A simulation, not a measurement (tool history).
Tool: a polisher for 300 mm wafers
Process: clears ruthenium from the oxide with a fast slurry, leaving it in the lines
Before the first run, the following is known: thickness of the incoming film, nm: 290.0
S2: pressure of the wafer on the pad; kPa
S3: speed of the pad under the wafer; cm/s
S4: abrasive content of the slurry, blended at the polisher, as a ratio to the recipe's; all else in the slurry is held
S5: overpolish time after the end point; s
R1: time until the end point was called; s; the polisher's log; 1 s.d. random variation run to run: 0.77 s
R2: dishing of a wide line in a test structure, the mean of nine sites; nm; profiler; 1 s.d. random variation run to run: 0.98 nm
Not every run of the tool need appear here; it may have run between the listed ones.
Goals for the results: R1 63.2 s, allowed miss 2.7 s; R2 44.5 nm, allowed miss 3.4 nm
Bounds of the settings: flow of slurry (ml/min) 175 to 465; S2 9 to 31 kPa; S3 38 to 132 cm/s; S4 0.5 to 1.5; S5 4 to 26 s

run 1 day=0 | flow_of_slurry_(ml/min)=295 S2=20 S3=84 S4=1 S5=13 | R1=80.5 R2=34.916
run 2 day=0.071 | flow_of_slurry_(ml/min)=295 S2=20.7 S3=84 S4=1 S5=13 | R1=79.432 R2=34.792
run 3 day=0.212 | flow_of_slurry_(ml/min)=295 S2=21.4 S3=84 S4=1 S5=13 | R1=76.352 R2=37.419
run 4 day=0.538 | flow_of_slurry_(ml/min)=295 S2=18.6 S3=84 S4=1 S5=13 | R1=87.514 R2=33.193
run 5 day=0.85 | flow_of_slurry_(ml/min)=295 S2=22.1 S3=84 S4=1 S5=13 | R1=74.382 R2=38.719
run 6 day=1.033 | flow_of_slurry_(ml/min)=295 S2=22.1 S3=84 S4=0.8 S5=13 | R1=81.458 R2=35.759
run 7 day=1.358 | flow_of_slurry_(ml/min)=295 S2=22.8 S3=84 S4=0.8 S5=13 | R1=79.039 R2=36.643
run 8 day=1.562 | flow_of_slurry_(ml/min)=295 S2=23.4 S3=84 S4=0.8 S5=13 | R1=76.003 R2=36.887
run 9 day=1.892 | flow_of_slurry_(ml/min)=295 S2=24.1 S3=84 S4=0.8 S5=13 | R1=76.027 R2=38.659
run 10 day=1.975 | flow_of_slurry_(ml/min)=295 S2=24.1 S3=84 S4=0.8 S5=13 | R1=73.955 R2=38.74
run 11 day=2.138 | flow_of_slurry_(ml/min)=295 S2=24.1 S3=84 S4=0.8 S5=13 | R1=72.82 R2=38.503
run 12 day=2.379 | flow_of_slurry_(ml/min)=295 S2=24.1 S3=84 S4=0.8 S5=13 | R1=74.55 R2=38.766
run 13 day=2.704 | flow_of_slurry_(ml/min)=295 S2=24.8 S3=84 S4=0.8 S5=13 | R1=72.45 R2=39.547

5 next moves are on the table. One of them brings every result within its allowed miss. Which?
run A day=3.029 | flow_of_slurry_(ml/min)=305 S2=24.1 S3=74 S4=0.9 S5=12 | R1=? R2=?
run B day=3.029 | flow_of_slurry_(ml/min)=425 S2=22.1 S3=110 S4=0.75 S5=13 | R1=? R2=?
run C day=3.029 | flow_of_slurry_(ml/min)=275 S2=23.4 S3=92 S4=0.8 S5=18 | R1=? R2=?
run D day=3.029 | flow_of_slurry_(ml/min)=285 S2=21.4 S3=96 S4=0.95 S5=10 | R1=? R2=?
run E day=3.029 | flow_of_slurry_(ml/min)=285 S2=25.5 S3=88 S4=0.95 S5=16 | R1=? R2=?

move=A R1=80.03 R2=33.064
move=B R1=61.908 R2=44.65
move=C R1=70.477 R2=52.849
move=D R1=68.585 R2=32.233
move=E R1=63.357 R2=52.345
A: lands further from the targets than the last run did
B: every result within its allowed miss
C: better than the last run, though not everything is in spec
D: lands further from the targets than the last run did
E: the furthest-off result lands on target, but another misses its tolerance
The move that meets every target is B.
